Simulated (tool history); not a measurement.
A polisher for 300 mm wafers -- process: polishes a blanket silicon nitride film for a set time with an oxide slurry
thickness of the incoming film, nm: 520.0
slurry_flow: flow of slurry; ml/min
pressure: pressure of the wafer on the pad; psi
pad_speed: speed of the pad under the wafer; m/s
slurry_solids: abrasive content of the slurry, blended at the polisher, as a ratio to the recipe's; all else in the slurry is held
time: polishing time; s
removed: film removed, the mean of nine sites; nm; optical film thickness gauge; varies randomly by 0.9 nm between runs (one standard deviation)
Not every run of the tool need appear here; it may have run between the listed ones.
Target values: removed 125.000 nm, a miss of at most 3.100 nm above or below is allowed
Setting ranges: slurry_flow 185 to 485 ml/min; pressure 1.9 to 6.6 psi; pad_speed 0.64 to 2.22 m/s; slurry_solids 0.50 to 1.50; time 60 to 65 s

run,hour,slurry_flow,pressure,pad_speed,slurry_solids,time,removed
1,0.0,310,4.2,1.42,1.00,65,73.214
2,3.1,315,4.8,1.42,1.00,65,83.695
3,9.9,315,5.2,1.42,1.00,65,90.506
4,10.8,260,5.2,1.42,1.00,65,88.698
5,14.8,260,5.2,1.42,1.00,65,87.904
6,19.3,260,5.2,1.42,1.00,65,88.665
7,26.1,280,5.6,1.42,1.00,65,95.046
8,26.8,285,5.9,1.46,1.00,65,103.420
9,31.9,290,6.1,1.48,1.00,65,107.420
10,40.3,290,6.2,1.52,1.00,65,112.390
11,42.0,295,6.3,1.54,1.00,65,114.100
12,44.1,295,6.4,1.56,1.00,65,119.510
13,46.6,295,6.5,1.56,1.00,65,121.120

Pick the move, out of 5, that brings all results within their allowed miss; only one does.
A,49.1,315,6.4,1.66,1.20,60,?
B,49.1,305,6.3,1.86,0.75,60,?
C,49.1,450,6.2,1.52,1.20,61,?
D,49.1,375,5.4,1.74,1.15,65,?
E,49.1,345,6.6,1.44,1.10,64,?

move,removed
A,123.880
B,110.130
C,116.980
D,117.900
E,118.580
A: in spec on every target
B: further off than the last run
C: further off than the last run
D: further off than the last run
E: further off than the last run
So the answer is move A, the one that meets all the targets.

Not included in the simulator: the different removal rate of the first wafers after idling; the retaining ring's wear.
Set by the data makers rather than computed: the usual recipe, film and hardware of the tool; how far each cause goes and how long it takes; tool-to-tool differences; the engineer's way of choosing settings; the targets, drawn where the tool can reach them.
